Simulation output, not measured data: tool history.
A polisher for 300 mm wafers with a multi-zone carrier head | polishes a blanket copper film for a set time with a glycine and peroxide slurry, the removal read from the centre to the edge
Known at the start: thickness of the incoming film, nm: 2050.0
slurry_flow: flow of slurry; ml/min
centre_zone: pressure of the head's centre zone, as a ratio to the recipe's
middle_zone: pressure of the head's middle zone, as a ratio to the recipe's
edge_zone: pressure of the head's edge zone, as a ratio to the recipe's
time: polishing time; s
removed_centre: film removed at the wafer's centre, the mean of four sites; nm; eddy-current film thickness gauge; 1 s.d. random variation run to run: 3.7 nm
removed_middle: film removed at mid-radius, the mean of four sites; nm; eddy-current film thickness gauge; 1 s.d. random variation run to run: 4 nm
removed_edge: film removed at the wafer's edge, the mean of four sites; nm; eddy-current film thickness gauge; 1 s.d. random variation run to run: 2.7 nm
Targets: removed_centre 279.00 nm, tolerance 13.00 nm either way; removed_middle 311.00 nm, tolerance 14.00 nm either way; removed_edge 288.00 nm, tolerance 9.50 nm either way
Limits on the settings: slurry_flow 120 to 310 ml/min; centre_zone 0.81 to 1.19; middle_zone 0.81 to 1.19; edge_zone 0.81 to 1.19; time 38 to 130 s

run	hour	slurry_flow	centre_zone	middle_zone	edge_zone	time	removed_centre	removed_middle	removed_edge
1	0.0	200	1.00	1.00	1.00	84	420.82	420.89	412.65
2	3.0	200	1.00	1.00	1.03	84	411.58	434.19	418.51
3	4.5	195	0.97	1.02	0.99	77	362.96	389.94	376.50
4	9.1	195	0.96	1.04	0.96	72	340.11	372.75	349.90
5	16.7	190	0.95	1.04	0.93	69	321.60	350.36	335.17
6	24.1	190	0.95	1.05	0.91	66	307.01	345.60	309.29
7	31.3	180	0.94	1.04	0.89	65	286.37	328.35	303.02
8	36.4	175	0.95	1.03	0.88	65	296.09	336.84	295.10

Pick the move, out of 4, that brings all results within their allowed miss; only one does.
A	41.5	210	1.11	0.87	0.87	66	?	?	?
B	41.5	195	1.03	0.98	0.94	56	?	?	?
C	41.5	185	1.05	1.02	0.92	61	?	?	?
D	41.5	240	0.94	1.05	0.96	58	?	?	?

move	removed_centre	removed_middle	removed_edge
A	362.45	296.94	306.80
B	284.78	275.12	267.07
C	312.38	307.24	286.01
D	282.16	311.36	285.38
A: takes the biggest miss from the last run beyond its target
B: takes the biggest miss from the last run beyond its target
C: corrects the largest miss of the last run, while another result sits out of spec
D: all results land within tolerance of their targets
Go with D: it meets all targets.
